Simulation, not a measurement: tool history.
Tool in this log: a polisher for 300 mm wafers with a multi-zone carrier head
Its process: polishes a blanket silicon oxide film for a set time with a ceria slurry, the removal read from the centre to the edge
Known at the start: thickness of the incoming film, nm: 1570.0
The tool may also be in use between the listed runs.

run,hour,flow of slurry (ml/min),pressure of the head's centre zone,pressure of the head's middle zone,pressure of the head's edge zone,polishing time (s),film removed at the wafer's centre (Å),film removed at mid-radius (Å),film removed at the wafer's edge (Å)
1,0.0,245,1.00,1.00,1.00,61,2369.7,2343.8,2426.8
2,3.3,240,1.01,1.01,0.96,59,2342.7,2295.5,2295.5
3,3.8,235,1.01,1.01,0.93,58,2287.0,2218.2,2221.4
4,11.4,275,1.01,1.01,0.93,58,2332.0,2285.0,2243.1
5,15.8,275,1.08,1.01,0.93,58,2460.8,2274.9,2257.4
6,17.7,275,1.08,1.01,0.93,49,2108.6,1957.0,1904.4
7,20.5,285,1.08,1.02,0.93,49,2089.8,1967.4,1929.9
8,25.1,295,1.09,1.03,0.92,49,2121.2,1957.2,1894.1

Run 9 comes next. What will it give?
9,27.9,295,1.09,1.05,0.92,49,?,?,?

Run 9 measured film removed at the wafer's centre (Å) 2141.9, film removed at mid-radius (Å) 2007.1, film removed at the wafer's edge (Å) 1897.8.

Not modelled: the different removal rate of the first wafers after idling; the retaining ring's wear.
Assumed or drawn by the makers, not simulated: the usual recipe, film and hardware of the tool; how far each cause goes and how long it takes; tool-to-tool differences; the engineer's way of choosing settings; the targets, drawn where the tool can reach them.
